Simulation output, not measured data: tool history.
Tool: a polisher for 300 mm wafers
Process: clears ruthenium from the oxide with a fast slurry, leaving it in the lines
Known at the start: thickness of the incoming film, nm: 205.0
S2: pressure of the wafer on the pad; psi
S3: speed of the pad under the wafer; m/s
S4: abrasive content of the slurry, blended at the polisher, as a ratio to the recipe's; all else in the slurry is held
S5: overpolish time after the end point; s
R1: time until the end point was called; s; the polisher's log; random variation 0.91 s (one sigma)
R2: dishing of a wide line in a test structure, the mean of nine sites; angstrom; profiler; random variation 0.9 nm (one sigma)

{"run": 1, "hour": 0.0, "flow of slurry (ml/min)": 120, "S2": 1.7, "S3": 1.02, "S4": 1, "S5": 17, "R1": 77.95, "R2": 355.46}
{"run": 2, "hour": 1.5, "flow of slurry (ml/min)": 120, "S2": 1.7, "S3": 0.88, "S4": 1, "S5": 17, "R1": 86.53, "R2": 308.86}
{"run": 3, "hour": 9.0, "flow of slurry (ml/min)": 115, "S2": 1.8, "S3": 0.94, "S4": 1, "S5": 18, "R1": 79.815, "R2": 363.04}
{"run": 4, "hour": 13.9, "flow of slurry (ml/min)": 115, "S2": 1.8, "S3": 0.94, "S4": 1, "S5": 11, "R1": 77.686, "R2": 230.52}
{"run": 5, "hour": 22.5, "flow of slurry (ml/min)": 110, "S2": 1.8, "S3": 1.04, "S4": 1, "S5": 13, "R1": 70.881, "R2": 297.75}
{"run": 6, "hour": 30.3, "flow of slurry (ml/min)": 110, "S2": 1.8, "S3": 1.04, "S4": 1, "S5": 19, "R1": 71.458, "R2": 403.89}
{"run": 7, "hour": 31.4, "flow of slurry (ml/min)": 115, "S2": 1.9, "S3": 1.06, "S4": 1, "S5": 20, "R1": 64.974, "R2": 471}
{"run": 8, "hour": 36.6, "flow of slurry (ml/min)": 115, "S2": 1.9, "S3": 1.06, "S4": 1, "S5": 20, "R1": 65.741, "R2": 469.85}
{"hour": 43.7, "done": "worn pad replaced by a new one"}
{"run": 9, "hour": 43.7, "flow of slurry (ml/min)": 115, "S2": 2, "S3": 1.08, "S4": 1, "S5": 21, "R1": 58.174, "R2": 539.23}
{"run": 10, "hour": 48.6, "flow of slurry (ml/min)": 115, "S2": 2, "S3": 1.1, "S4": 1, "S5": 22, "R1": 57.336, "R2": 582.49}
{"run": 11, "hour": 54.8, "flow of slurry (ml/min)": 120, "S2": 2, "S3": 1.1, "S4": 1, "S5": 23, "R1": 55.93, "R2": 592.92}

Forecast run 12:
{"run": 12, "hour": 57.8, "flow of slurry (ml/min)": 90, "S2": 2.3, "S3": 1.12, "S4": 1, "S5": 26, "R1": "?", "R2": "?"}

R1: 50.327 s
R2: 715.28 angstrom

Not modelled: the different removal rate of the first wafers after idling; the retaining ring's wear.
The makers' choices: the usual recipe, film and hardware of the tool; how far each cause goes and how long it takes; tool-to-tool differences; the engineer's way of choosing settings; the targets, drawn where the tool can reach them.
